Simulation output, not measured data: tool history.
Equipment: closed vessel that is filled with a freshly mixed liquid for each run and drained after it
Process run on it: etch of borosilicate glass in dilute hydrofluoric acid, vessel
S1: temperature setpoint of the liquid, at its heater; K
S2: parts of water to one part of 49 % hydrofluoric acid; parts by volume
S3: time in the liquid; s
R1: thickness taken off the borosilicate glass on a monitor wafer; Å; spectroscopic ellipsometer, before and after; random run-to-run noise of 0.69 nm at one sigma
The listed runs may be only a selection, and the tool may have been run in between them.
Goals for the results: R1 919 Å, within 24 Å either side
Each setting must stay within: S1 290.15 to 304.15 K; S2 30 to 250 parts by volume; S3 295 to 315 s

run,day,S1,S2,S3,R1
1,0,296.15,140,295,803.62
2,0.267,296.15,105,295,1122
3,0.512,296.15,105,295,1130.1
4,0.638,295.15,105,295,1066.5
5,0.75,294.65,105,295,1054.6
6,0.796,298.15,105,295,1214.8
7,0.875,296.65,105,295,1138
8,0.962,295.65,105,295,1097.1

Which single option among these 5 for the next run brings every result within its allowed miss of target? Just one does.
A,1.05,292.65,105,295,?
B,1.05,290.15,95,295,?
C,1.05,295.65,110,295,?
D,1.05,299.15,110,315,?
E,1.05,292.65,110,295,?

move,R1
A,966.99
B,973.29
C,1036.4
D,1269.6
E,918.02
A: nearer than the last run, and not there yet
B: nearer than the last run, and not there yet
C: nearer than the last run, and not there yet
D: the biggest miss grows against the last run
E: in spec on every target
Correct choice: E, which meets every target
